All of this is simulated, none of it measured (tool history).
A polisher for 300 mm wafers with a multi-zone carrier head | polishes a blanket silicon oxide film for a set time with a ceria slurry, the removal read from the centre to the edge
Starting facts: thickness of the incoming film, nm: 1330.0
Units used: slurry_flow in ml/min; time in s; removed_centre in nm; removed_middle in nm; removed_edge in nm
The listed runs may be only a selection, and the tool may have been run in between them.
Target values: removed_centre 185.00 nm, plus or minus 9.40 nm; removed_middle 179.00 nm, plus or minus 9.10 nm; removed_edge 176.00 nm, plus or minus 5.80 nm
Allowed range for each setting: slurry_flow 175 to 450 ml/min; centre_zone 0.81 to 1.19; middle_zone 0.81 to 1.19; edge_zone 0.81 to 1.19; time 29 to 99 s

Run 1, day 0.000: slurry_flow 290 ml/min, centre_zone 1.00, middle_zone 1.00, edge_zone 1.00, time 64 s. Result: removed_centre 308.13 nm, removed_middle 289.79 nm, removed_edge 284.63 nm.
Run 2, day 0.112: slurry_flow 290 ml/min, centre_zone 1.06, middle_zone 1.00, edge_zone 1.00, time 64 s. Result: removed_centre 328.87 nm, removed_middle 293.70 nm, removed_edge 284.88 nm.
Run 3, day 0.283: slurry_flow 290 ml/min, centre_zone 1.06, middle_zone 1.00, edge_zone 1.00, time 72 s. Result: removed_centre 363.80 nm, removed_middle 328.47 nm, removed_edge 325.03 nm.
Run 4, day 0.321: slurry_flow 280 ml/min, centre_zone 1.01, middle_zone 0.98, edge_zone 0.98, time 62 s. Result: removed_centre 297.96 nm, removed_middle 273.33 nm, removed_edge 275.39 nm.
Run 5, day 0.567: slurry_flow 280 ml/min, centre_zone 1.01, middle_zone 0.98, edge_zone 0.92, time 62 s. Result: removed_centre 292.26 nm, removed_middle 274.42 nm, removed_edge 270.35 nm.
Run 6, day 0.696: slurry_flow 275 ml/min, centre_zone 0.99, middle_zone 0.98, edge_zone 0.92, time 54 s. Result: removed_centre 247.76 nm, removed_middle 238.41 nm, removed_edge 235.42 nm.
Run 7, day 1.033: slurry_flow 275 ml/min, centre_zone 0.99, middle_zone 0.98, edge_zone 0.92, time 49 s. Result: removed_centre 230.47 nm, removed_middle 221.91 nm, removed_edge 208.74 nm.
Run 8, day 1.104: slurry_flow 275 ml/min, centre_zone 0.99, middle_zone 0.98, edge_zone 0.92, time 49 s. Result: removed_centre 224.54 nm, removed_middle 214.96 nm, removed_edge 211.51 nm.
Run 9, day 1.162: slurry_flow 270 ml/min, centre_zone 0.95, middle_zone 0.94, edge_zone 0.85, time 37 s. Result: removed_centre 162.84 nm, removed_middle 163.10 nm, removed_edge 151.98 nm.
At day 1.412: edge zone pressure recalibrated.
Run 10, day 1.412: slurry_flow 270 ml/min, centre_zone 0.96, middle_zone 0.95, edge_zone 0.89, time 37 s. Result: removed_centre 165.01 nm, removed_middle 162.85 nm, removed_edge 168.17 nm.
Run 11, day 1.721: slurry_flow 270 ml/min, centre_zone 0.97, middle_zone 0.97, edge_zone 0.89, time 37 s. Result: removed_centre 166.67 nm, removed_middle 165.75 nm, removed_edge 165.69 nm.
Run 12, day 1.758: slurry_flow 275 ml/min, centre_zone 0.99, middle_zone 0.98, edge_zone 0.89, time 37 s. Result: removed_centre 168.34 nm, removed_middle 167.45 nm, removed_edge 163.03 nm.
Run 13, day 1.962: slurry_flow 275 ml/min, centre_zone 1.00, middle_zone 0.99, edge_zone 0.90, time 38 s. Result: removed_centre 178.60 nm, removed_middle 174.03 nm, removed_edge 170.07 nm.

Pick the move, out of 4, that brings all results within their allowed miss; only one does.
Run A, day 2.167: slurry_flow 350 ml/min, centre_zone 0.93, middle_zone 1.02, edge_zone 0.94, time 37 s. Result: removed_centre ?, removed_middle ?, removed_edge ?.
Run B, day 2.167: slurry_flow 260 ml/min, centre_zone 1.06, middle_zone 1.06, edge_zone 1.00, time 38 s. Result: removed_centre ?, removed_middle ?, removed_edge ?.
Run C, day 2.167: slurry_flow 250 ml/min, centre_zone 1.05, middle_zone 0.92, edge_zone 1.01, time 38 s. Result: removed_centre ?, removed_middle ?, removed_edge ?.
Run D, day 2.167: slurry_flow 250 ml/min, centre_zone 1.10, middle_zone 0.94, edge_zone 0.81, time 39 s. Result: removed_centre ?, removed_middle ?, removed_edge ?.

move  removed_centre  removed_middle  removed_edge
   A          165.73          175.15        170.35
   B          187.61          179.98        175.83
   C          184.61          158.94        176.34
   D          198.58          166.08        163.46
A: meets the target for the result that was furthest off, but another lies outside its allowed miss
B: all results land within tolerance of their targets
C: meets the target for the result that was furthest off, but another lies outside its allowed miss
D: further off than the last run
Answer: B
